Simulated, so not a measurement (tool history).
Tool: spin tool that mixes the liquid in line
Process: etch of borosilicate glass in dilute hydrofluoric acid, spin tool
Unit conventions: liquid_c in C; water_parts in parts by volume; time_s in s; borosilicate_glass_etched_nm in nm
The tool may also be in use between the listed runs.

run  hour  liquid_c  water_parts  time_s  borosilicate_glass_etched_nm
  1     0        25          245      40                        8.1963
  2   5.6      27.5          245      40                        9.0072
  3   8.9      27.5          195      40                        11.891
  4  15.6        31          195      40                        13.531
  5  23.7      28.5          200      40                        11.898
  6  26.5      30.5          200      40                        12.803
  7  33.3        28          205      40                        11.422

What will run 8 give?
  8  34.5        26          210      40                             ?

borosilicate_glass_etched_nm: 10.288 nm
